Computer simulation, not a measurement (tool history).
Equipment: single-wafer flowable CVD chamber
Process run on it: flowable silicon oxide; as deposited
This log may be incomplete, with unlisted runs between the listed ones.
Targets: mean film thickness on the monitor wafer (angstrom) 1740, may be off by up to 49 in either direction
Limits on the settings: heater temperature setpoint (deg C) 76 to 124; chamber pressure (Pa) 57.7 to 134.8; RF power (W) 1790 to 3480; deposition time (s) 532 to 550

| run | day | heater temperature setpoint (deg C) | chamber pressure (Pa) | RF power (W) | deposition time (s) | mean film thickness on the monitor wafer (angstrom) |
|---|---|---|---|---|---|---|
| 1 | 0 | 100 | 96.3 | 2635 | 532 | 3624.5 |
| 2 | 0.083 | 105 | 96.1 | 2635 | 532 | 3002.2 |
| 3 | 0.271 | 105 | 96.1 | 2635 | 532 | 3001.6 |
| 4 | 0.521 | 108 | 96 | 2635 | 532 | 2686.5 |
| 5 | 0.754 | 108 | 96 | 2445 | 532 | 2644.7 |
| 6 | 0.783 | 111 | 95.9 | 2445 | 532 | 2365.4 |
| 7 | 1.108 | 113 | 95.9 | 2445 | 532 | 2184.8 |
| 8 | 1.408 | 114 | 95.9 | 2445 | 532 | 2113.8 |
|  | 1.708 | thermocouple changed; heater temperature recalibrated |
| 9 | 1.708 | 115 | 95.9 | 2445 | 532 | 1671 |

Next run, 4 choices. One meets every target within its allowed miss, the rest don't. Which?
| A | 2.008 | 120 | 108.5 | 2400 | 547 | ? |
| B | 2.008 | 114 | 86.1 | 2470 | 550 | ? |
| C | 2.008 | 114 | 93.1 | 2395 | 550 | ? |
| D | 2.008 | 112 | 81.5 | 2650 | 532 | ? |

| move | mean film thickness on the monitor wafer (angstrom) |
|---|---|
| A | 1641.9 |
| B | 1616.6 |
| C | 1733.9 |
| D | 1606.6 |
A: moves away from the targets compared with the last run
B: moves away from the targets compared with the last run
C: hits every target within its allowed miss
D: moves away from the targets compared with the last run
The right move is C.

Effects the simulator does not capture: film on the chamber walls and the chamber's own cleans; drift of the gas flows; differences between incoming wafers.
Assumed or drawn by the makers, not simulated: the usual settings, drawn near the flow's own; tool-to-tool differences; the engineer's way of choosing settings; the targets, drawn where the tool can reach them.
